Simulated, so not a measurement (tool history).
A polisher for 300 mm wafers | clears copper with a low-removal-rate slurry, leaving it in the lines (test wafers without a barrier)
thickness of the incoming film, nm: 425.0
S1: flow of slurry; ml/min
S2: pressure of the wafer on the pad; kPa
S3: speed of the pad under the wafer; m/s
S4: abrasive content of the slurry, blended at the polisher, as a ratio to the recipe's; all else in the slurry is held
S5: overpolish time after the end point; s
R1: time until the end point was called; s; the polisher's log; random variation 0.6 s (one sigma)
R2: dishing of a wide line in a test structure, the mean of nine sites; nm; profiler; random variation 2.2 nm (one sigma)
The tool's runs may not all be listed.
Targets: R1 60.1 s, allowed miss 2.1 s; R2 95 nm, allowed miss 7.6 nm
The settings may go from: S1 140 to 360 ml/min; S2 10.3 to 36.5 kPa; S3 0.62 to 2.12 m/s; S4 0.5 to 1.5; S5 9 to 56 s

run,hour,S1,S2,S3,S4,S5,R1,R2
1,0,230,23.4,1.36,1,29,90.11,68.31
2,3,230,23.4,1.36,1,21,91.769,56.025
3,4.8,230,24.8,1.36,1,23,87.298,60.903
4,7.3,230,29.6,1.36,1,23,76.046,69.11
5,14.9,250,29.6,1.36,1,23,75.943,68.331
6,18.3,250,29.6,1.36,1,14,73.928,48.865
7,25.5,245,30.3,1.38,1,17,71.531,56.751
# hour 30.7: worn pad replaced by a new one
8,30.7,245,31,1.38,1,19,64.591,65.343
9,38.5,245,31,1.38,1,21,64.723,70.784

Which of these 4 next moves meets every target?
A,46.3,225,31.7,1.32,1,34,?,?
B,46.3,245,29,1.66,0.85,15,?,?
C,46.3,205,24.8,1.76,1.1,36,?,?
D,46.3,255,30.3,1.52,1.2,22,?,?

move,R1,R2
A,66.77,90.436
B,59.121,60.631
C,60.416,92.727
D,56.805,78.705
A: brings the result that was furthest off to its target, and leaves another outside
B: further off than the last run
C: meets every target
D: nearer than the last run, and not there yet
Move C is the one to make.
